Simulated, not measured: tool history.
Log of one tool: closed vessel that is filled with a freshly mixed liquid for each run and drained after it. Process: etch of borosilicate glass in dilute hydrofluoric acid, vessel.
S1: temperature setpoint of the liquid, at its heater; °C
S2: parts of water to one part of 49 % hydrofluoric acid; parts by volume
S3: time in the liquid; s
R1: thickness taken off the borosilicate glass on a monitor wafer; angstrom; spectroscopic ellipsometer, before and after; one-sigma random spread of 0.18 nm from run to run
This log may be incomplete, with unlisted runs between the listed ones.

run,hour,S1,S2,S3,R1
1,0.0,25.0,210,50,81.321
2,2.9,26.5,190,50,98.110
3,5.2,27.5,175,50,111.360
4,13.5,27.5,175,50,110.460
5,14.5,27.5,175,50,110.700
6,23.4,28.5,165,50,123.840
7,26.0,29.5,155,50,136.970
8,33.0,30.0,150,50,148.780

What does the tool deliver on the next run?
9,34.6,30.5,145,50,?

R1: 156.720 angstrom
